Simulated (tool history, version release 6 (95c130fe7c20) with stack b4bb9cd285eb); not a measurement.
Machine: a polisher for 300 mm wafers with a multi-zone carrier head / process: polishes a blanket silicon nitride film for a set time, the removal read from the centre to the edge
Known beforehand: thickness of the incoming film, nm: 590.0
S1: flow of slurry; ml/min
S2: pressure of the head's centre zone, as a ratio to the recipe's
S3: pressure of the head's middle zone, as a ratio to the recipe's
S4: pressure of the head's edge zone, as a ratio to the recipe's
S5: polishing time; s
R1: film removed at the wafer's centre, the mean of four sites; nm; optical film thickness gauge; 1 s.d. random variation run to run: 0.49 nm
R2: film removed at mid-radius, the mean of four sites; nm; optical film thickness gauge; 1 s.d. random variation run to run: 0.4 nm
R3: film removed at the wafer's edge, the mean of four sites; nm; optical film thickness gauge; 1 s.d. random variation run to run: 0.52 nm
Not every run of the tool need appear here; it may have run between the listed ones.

run	hour	S1	S2	S3	S4	S5	R1	R2	R3
1	0	130	1	1	1	32	79.574	80.587	77.161
2	3.6	130	0.99	1.01	0.97	29	68.789	73.335	72.285
3	4.1	130	0.99	0.93	0.97	29	71.265	70.154	69.902
4	5.9	130	0.99	0.88	0.97	29	71.391	67.477	70.654
5	13.2	130	0.99	0.88	0.97	35	85.153	81.98	85.208
6	14.7	155	0.99	0.88	0.97	35	89.896	84.108	87.598
7	23.1	150	0.99	0.92	0.94	32	80.652	78.544	78.154
8	31.1	125	0.94	1.02	0.84	23	53.328	58.523	51.791

What will run 9 give?
9	39.7	120	0.94	1.03	0.83	22	?	?	?

{"run 9": {"R1": 50.185, "R2": 55.543, "R3": 48.626}}
